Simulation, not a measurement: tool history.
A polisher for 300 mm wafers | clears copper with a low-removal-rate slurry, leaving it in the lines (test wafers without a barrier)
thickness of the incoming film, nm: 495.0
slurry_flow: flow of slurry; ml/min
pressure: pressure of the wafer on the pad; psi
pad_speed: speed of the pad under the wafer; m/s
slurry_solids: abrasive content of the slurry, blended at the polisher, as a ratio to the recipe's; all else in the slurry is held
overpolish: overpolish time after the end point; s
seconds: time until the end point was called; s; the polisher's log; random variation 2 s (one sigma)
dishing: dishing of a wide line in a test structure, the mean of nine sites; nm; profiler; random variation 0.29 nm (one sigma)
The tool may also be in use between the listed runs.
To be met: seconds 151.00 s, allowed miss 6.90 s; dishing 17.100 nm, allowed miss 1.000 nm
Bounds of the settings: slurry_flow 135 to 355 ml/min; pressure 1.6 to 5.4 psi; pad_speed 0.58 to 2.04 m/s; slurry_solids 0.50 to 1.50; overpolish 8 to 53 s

run    day  slurry_flow  pressure  pad_speed  slurry_solids  overpolish  seconds  dishing
  1  0.000          225       3.5       1.30           1.00          27   128.24   44.504
  2  0.142          225       3.5       1.30           1.15          27   121.54   44.807
  3  0.467          225       2.7       1.30           1.15          27   148.70   39.311
  4  0.658          225       2.7       1.30           1.35          27   141.23   40.340
  5  0.812          225       2.7       1.02           1.35          27   179.77   37.478
  6  1.000          225       2.7       1.02           1.45          27   175.25   36.355
  7  1.321          210       2.5       1.08           1.45          24   177.26   33.496
  8  1.662          200       2.4       1.14           1.45          22   173.09   32.830
  9  1.925          190       2.3       1.18           1.45          20   171.47   29.738
 10  2.104          180       2.2       1.22           1.45          18   176.11   28.137
 11  2.446          175       2.1       1.28           1.45          17   170.38   27.116
 12  2.504          135       1.6       1.64           1.20           8   173.67   14.674
 13  2.804          195       2.0       1.66           1.20           8   141.56   17.475
 14  3.146          170       1.8       1.66           1.20          10   153.79   20.081
 15  3.458          165       1.9       1.66           1.20          10   148.57   20.289
 16  3.733          170       1.9       1.66           1.20          10   149.59   20.093
 17  3.917          170       1.9       1.66           1.20          10   146.94   20.515
 18  4.221          175       1.9       1.66           1.15          10   152.49   20.714
 19  4.400          175       1.9       1.66           1.15          10   150.03   20.396
 20  4.746          170       1.9       1.68           1.20          10   143.23   20.094
 21  5.071          165       1.9       1.70           1.20          10   147.70   20.695
 22  5.208          170       1.9       1.70           1.20          10   146.06   20.148
 23  5.358          235       1.6       1.60           1.20           8   165.17   16.011

Which of these 5 next moves meets every target?
  A  5.508          250       1.6       1.54           1.15           8        ?        ?
  B  5.508          280       1.6       1.78           1.05           8        ?        ?
  C  5.508          170       1.9       1.40           1.35           8        ?        ?
  D  5.508          320       2.1       1.22           1.20           8        ?        ?
  E  5.508          260       1.6       1.48           1.30           9        ?        ?

move  seconds  dishing
   A   167.07   15.670
   B   146.43   17.492
   C   169.80   15.514
   D   173.81   15.241
   E   167.91   17.218
A: further off than the last run
B: meets every target
C: further off than the last run
D: further off than the last run
E: further off than the last run
Answer: B
